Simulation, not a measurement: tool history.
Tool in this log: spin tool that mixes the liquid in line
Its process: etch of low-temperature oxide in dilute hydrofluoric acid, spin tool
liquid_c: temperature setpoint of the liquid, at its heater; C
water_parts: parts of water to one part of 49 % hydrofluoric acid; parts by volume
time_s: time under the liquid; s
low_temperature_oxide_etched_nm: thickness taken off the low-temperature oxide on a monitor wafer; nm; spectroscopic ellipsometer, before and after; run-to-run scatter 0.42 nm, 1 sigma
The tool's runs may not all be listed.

run	hour	liquid_c	water_parts	time_s	low_temperature_oxide_etched_nm
1	0.0	21.0	140	125	14.803
2	7.8	17.5	140	125	12.934
3	15.5	17.0	140	125	12.491
4	17.7	19.5	115	125	17.685
5	23.4	17.0	115	125	15.759
6	25.8	17.0	115	125	15.597
7	29.9	19.5	95	125	21.515
8	35.2	21.5	85	125	26.349
9	38.9	23.0	80	125	29.664
10	43.0	24.5	75	125	34.248
11	44.8	25.5	70	125	38.565
12	48.4	26.5	70	125	39.844
13	53.5	27.0	70	125	40.050
14	58.2	27.5	65	125	44.688
15	59.0	28.0	65	125	46.356
16	66.6	28.5	65	125	46.475

What does the tool deliver on the next run?
17	73.0	28.5	65	125	?

{"run 17": {"low_temperature_oxide_etched_nm": 46.589}}

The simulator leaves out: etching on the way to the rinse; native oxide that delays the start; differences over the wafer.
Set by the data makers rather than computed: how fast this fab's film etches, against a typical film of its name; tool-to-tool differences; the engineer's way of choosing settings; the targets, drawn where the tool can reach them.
